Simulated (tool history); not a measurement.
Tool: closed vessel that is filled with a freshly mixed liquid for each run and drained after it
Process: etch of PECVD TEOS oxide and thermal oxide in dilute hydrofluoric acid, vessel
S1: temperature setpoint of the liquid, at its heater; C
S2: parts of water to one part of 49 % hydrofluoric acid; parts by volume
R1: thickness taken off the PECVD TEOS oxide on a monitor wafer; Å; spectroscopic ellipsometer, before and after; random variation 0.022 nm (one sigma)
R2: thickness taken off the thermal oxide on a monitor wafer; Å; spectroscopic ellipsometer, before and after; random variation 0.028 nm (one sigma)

run 1 hour=0 | S1=23 S2=300 time_in_the_liquid_(s)=85 | R1=55.336 R2=10.918
run 2 hour=8.4 | S1=20.5 S2=300 time_in_the_liquid_(s)=85 | R1=51.186 R2=9.0957
run 3 hour=15.7 | S1=20.5 S2=310 time_in_the_liquid_(s)=85 | R1=49.309 R2=9.0006
run 4 hour=20.6 | S1=20 S2=315 time_in_the_liquid_(s)=85 | R1=47.181 R2=8.5152
run 5 hour=29.8 | S1=20 S2=395 time_in_the_liquid_(s)=85 | R1=35.176 R2=6.3262
run 6 hour=33.9 | S1=20 S2=395 time_in_the_liquid_(s)=70 | R1=28.997 R2=5.2011
run 7 hour=39.1 | S1=21 S2=385 time_in_the_liquid_(s)=70 | R1=31.183 R2=5.6438

Forecast run 8:
run 8 hour=43.6 | S1=22 S2=380 time_in_the_liquid_(s)=70 | R1=? R2=?

{"run 8": {"R1": 32.561, "R2": 5.6075}}
